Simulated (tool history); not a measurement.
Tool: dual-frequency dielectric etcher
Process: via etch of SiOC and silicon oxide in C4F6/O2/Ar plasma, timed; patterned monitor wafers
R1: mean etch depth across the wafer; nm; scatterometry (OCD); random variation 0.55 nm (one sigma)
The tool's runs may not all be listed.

run 1 day=0 | source_power_(kW)=0.27 bias_power_(kW)=0.123 etch_time_(s)=87.5 | R1=72.988
run 2 day=0.233 | source_power_(kW)=0.28 bias_power_(kW)=0.128 etch_time_(s)=88 | R1=75.627
run 3 day=0.271 | source_power_(kW)=0.28 bias_power_(kW)=0.144 etch_time_(s)=88 | R1=79.489
run 4 day=0.458 | source_power_(kW)=0.28 bias_power_(kW)=0.144 etch_time_(s)=87.5 | R1=78.003
run 5 day=0.492 | source_power_(kW)=0.29 bias_power_(kW)=0.146 etch_time_(s)=87.5 | R1=80.192
run 6 day=0.829 | source_power_(kW)=0.29 bias_power_(kW)=0.146 etch_time_(s)=87.5 | R1=79.682
run 7 day=0.971 | source_power_(kW)=0.3 bias_power_(kW)=0.149 etch_time_(s)=87.5 | R1=81.063

The next listed run, before its measurement:
run 8 day=1.096 | source_power_(kW)=0.31 bias_power_(kW)=0.152 etch_time_(s)=87.5 | R1=?

{"run 8": {"R1": 83.141}}
